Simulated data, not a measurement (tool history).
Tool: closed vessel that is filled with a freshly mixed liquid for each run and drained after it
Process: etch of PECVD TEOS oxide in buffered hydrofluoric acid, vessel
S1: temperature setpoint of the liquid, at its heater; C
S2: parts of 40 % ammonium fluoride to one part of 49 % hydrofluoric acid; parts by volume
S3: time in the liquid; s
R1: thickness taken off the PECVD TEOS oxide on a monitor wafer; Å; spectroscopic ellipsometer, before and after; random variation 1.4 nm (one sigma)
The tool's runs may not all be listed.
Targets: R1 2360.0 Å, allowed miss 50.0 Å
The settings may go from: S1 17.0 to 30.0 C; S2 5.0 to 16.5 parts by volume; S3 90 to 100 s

| run | hour | S1 | S2 | S3 | R1 |
|---|---|---|---|---|---|
| 1 | 0.0 | 22.0 | 10.0 | 90 | 1578.8 |
| 2 | 5.7 | 22.0 | 10.0 | 90 | 1598.6 |
| 3 | 7.6 | 22.0 | 8.5 | 90 | 1813.2 |
| 4 | 13.5 | 20.5 | 8.5 | 90 | 1680.5 |
| 5 | 14.6 | 21.5 | 8.5 | 90 | 1768.2 |
| 6 | 16.8 | 21.5 | 8.5 | 90 | 1763.8 |
| 7 | 19.6 | 22.5 | 8.5 | 90 | 1859.5 |
| 8 | 25.0 | 23.0 | 8.5 | 90 | 1935.3 |
| 9 | 29.8 | 23.0 | 8.5 | 90 | 1933.4 |
| 10 | 35.3 | 23.5 | 8.5 | 90 | 1967.5 |
| 11 | 40.9 | 24.0 | 8.5 | 90 | 2030.2 |
| 12 | 43.7 | 24.5 | 8.5 | 90 | 2099.2 |
| 13 | 50.5 | 25.0 | 8.5 | 90 | 2169.5 |
| 14 | 54.9 | 26.0 | 8.5 | 90 | 2245.3 |

4 next moves are on the table. One of them brings every result within its allowed miss. Which?
| A | 59.3 | 27.5 | 10.5 | 95 | ? |
| B | 59.3 | 27.5 | 9.5 | 95 | ? |
| C | 59.3 | 30.0 | 11.0 | 90 | ? |
| D | 59.3 | 24.5 | 9.0 | 95 | ? |

| move | R1 |
|---|---|
| A | 2182.7 |
| B | 2363.7 |
| C | 2255.6 |
| D | 2080.9 |
A: further off than the last run
B: meets every target
C: nearer than the last run, and not there yet
D: further off than the last run
The right move is B.
